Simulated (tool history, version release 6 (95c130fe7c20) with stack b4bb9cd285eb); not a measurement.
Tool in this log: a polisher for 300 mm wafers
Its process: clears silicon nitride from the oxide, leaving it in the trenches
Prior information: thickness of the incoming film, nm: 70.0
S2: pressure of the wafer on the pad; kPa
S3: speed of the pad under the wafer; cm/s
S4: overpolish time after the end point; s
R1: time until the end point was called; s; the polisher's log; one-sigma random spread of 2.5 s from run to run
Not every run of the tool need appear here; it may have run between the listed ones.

{"run": 1, "hour": 0.0, "flow of slurry (ml/min)": 305, "S2": 20, "S3": 92, "S4": 44, "R1": 71.548}
{"run": 2, "hour": 2.5, "flow of slurry (ml/min)": 305, "S2": 20, "S3": 106, "S4": 44, "R1": 61.68}
{"run": 3, "hour": 10.7, "flow of slurry (ml/min)": 305, "S2": 15.9, "S3": 106, "S4": 44, "R1": 77.488}
{"run": 4, "hour": 18.9, "flow of slurry (ml/min)": 305, "S2": 17.9, "S3": 106, "S4": 44, "R1": 70.124}
{"run": 5, "hour": 26.0, "flow of slurry (ml/min)": 305, "S2": 15.2, "S3": 98, "S4": 44, "R1": 87.509}
{"run": 6, "hour": 33.6, "flow of slurry (ml/min)": 305, "S2": 13.1, "S3": 92, "S4": 44, "R1": 108.63}
{"run": 7, "hour": 39.1, "flow of slurry (ml/min)": 305, "S2": 11.7, "S3": 90, "S4": 44, "R1": 122.92}

Predict the results of run 8:
{"run": 8, "hour": 47.8, "flow of slurry (ml/min)": 305, "S2": 11, "S3": 90, "S4": 44, "R1": "?"}

Run 8 yielded R1 128.74 s.
